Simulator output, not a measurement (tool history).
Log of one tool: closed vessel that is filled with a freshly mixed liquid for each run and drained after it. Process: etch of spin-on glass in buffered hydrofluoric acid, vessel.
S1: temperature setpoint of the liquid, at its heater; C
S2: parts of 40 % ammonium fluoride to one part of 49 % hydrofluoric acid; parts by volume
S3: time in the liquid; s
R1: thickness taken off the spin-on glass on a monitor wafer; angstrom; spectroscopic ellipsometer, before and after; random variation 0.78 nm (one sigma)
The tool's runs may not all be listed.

run  hour    S1    S2   S3      R1
  1     0    23    23   95  1213.6
  2   6.4  20.5    23   95    1045
  3   9.8  20.5    23  100  1108.1
  4  14.9  22.5    23  100  1230.4
  5  15.6    22    23  100  1210.9
  6  20.7    22  26.5  100  1100.7
  7  22.7  21.5  26.5  100  1057.4

Forecast run 8:
  8  31.7  20.5  26.5  100   ?

{"run 8": {"R1": 1009.5}}
